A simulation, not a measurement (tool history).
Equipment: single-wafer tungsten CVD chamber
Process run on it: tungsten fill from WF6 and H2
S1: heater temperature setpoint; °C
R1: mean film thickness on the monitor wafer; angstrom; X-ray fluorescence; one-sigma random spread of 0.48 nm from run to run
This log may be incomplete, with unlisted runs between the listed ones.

Run 1, hour 0: S1 400 °C, chamber pressure (Torr) 38.5, deposition time (s) 32.7. Result: R1 1056.2 angstrom.
Run 2, hour 3.1: S1 400 °C, chamber pressure (Torr) 44.8, deposition time (s) 32.7. Result: R1 1122.9 angstrom.
Run 3, hour 7.5: S1 399 °C, chamber pressure (Torr) 44.7, deposition time (s) 32.7. Result: R1 1095.9 angstrom.
Run 4, hour 11.1: S1 398 °C, chamber pressure (Torr) 44.6, deposition time (s) 32.7. Result: R1 1090.3 angstrom.
Run 5, hour 13.5: S1 397 °C, chamber pressure (Torr) 44.5, deposition time (s) 32.7. Result: R1 1054.5 angstrom.
Run 6, hour 15.7: S1 396 °C, chamber pressure (Torr) 44.4, deposition time (s) 32.7. Result: R1 1035.1 angstrom.

Predict the results of run 7:
Run 7, hour 23.5: S1 395 °C, chamber pressure (Torr) 44.3, deposition time (s) 32.7. Result: R1 ?.

For run 7 the tool returned R1 1012.5 angstrom.
